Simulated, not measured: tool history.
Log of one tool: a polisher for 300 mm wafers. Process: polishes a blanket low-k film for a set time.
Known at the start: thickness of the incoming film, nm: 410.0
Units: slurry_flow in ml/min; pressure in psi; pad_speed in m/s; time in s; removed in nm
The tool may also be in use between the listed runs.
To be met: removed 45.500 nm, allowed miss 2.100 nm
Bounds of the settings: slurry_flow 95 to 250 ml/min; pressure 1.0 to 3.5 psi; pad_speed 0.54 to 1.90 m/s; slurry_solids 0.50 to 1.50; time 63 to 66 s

Run 1, hour 0.0: slurry_flow 160 ml/min, pressure 2.2 psi, pad_speed 1.22 m/s, slurry_solids 1.00, time 63 s. Result: removed 33.787 nm.
Run 2, hour 6.0: slurry_flow 160 ml/min, pressure 2.4 psi, pad_speed 1.22 m/s, slurry_solids 1.00, time 63 s. Result: removed 35.202 nm.
Run 3, hour 14.4: slurry_flow 160 ml/min, pressure 2.6 psi, pad_speed 1.24 m/s, slurry_solids 1.00, time 63 s. Result: removed 38.591 nm.
Run 4, hour 22.0: slurry_flow 160 ml/min, pressure 2.1 psi, pad_speed 1.24 m/s, slurry_solids 1.00, time 63 s. Result: removed 32.559 nm.
Run 5, hour 30.6: slurry_flow 140 ml/min, pressure 2.1 psi, pad_speed 1.24 m/s, slurry_solids 1.00, time 63 s. Result: removed 31.157 nm.
Run 6, hour 32.4: slurry_flow 155 ml/min, pressure 2.3 psi, pad_speed 1.26 m/s, slurry_solids 1.00, time 63 s. Result: removed 35.893 nm.
Run 7, hour 33.9: slurry_flow 160 ml/min, pressure 2.5 psi, pad_speed 1.26 m/s, slurry_solids 1.00, time 63 s. Result: removed 38.116 nm.
Run 8, hour 38.1: slurry_flow 170 ml/min, pressure 2.6 psi, pad_speed 1.26 m/s, slurry_solids 1.00, time 63 s. Result: removed 40.424 nm.
Run 9, hour 46.2: slurry_flow 180 ml/min, pressure 2.7 psi, pad_speed 1.26 m/s, slurry_solids 1.00, time 63 s. Result: removed 41.038 nm.
Run 10, hour 49.0: slurry_flow 180 ml/min, pressure 2.8 psi, pad_speed 1.26 m/s, slurry_solids 1.00, time 63 s. Result: removed 42.640 nm.
Run 11, hour 56.6: slurry_flow 180 ml/min, pressure 2.8 psi, pad_speed 1.26 m/s, slurry_solids 1.00, time 63 s. Result: removed 41.802 nm.

Which of these 5 next moves meets every target?
Run A, hour 64.2: slurry_flow 195 ml/min, pressure 2.6 psi, pad_speed 1.16 m/s, slurry_solids 0.95, time 63 s. Result: removed ?.
Run B, hour 64.2: slurry_flow 250 ml/min, pressure 2.3 psi, pad_speed 1.50 m/s, slurry_solids 1.00, time 66 s. Result: removed ?.
Run C, hour 64.2: slurry_flow 170 ml/min, pressure 2.7 psi, pad_speed 1.22 m/s, slurry_solids 0.95, time 64 s. Result: removed ?.
Run D, hour 64.2: slurry_flow 190 ml/min, pressure 2.6 psi, pad_speed 1.22 m/s, slurry_solids 0.95, time 63 s. Result: removed ?.
Run E, hour 64.2: slurry_flow 215 ml/min, pressure 3.0 psi, pad_speed 0.94 m/s, slurry_solids 1.05, time 63 s. Result: removed ?.

move  removed
   A   36.348
   B   44.607
   C   39.074
   D   37.725
   E   37.622
A: further off than the last run
B: meets every target
C: further off than the last run
D: further off than the last run
E: further off than the last run
The right move is B.
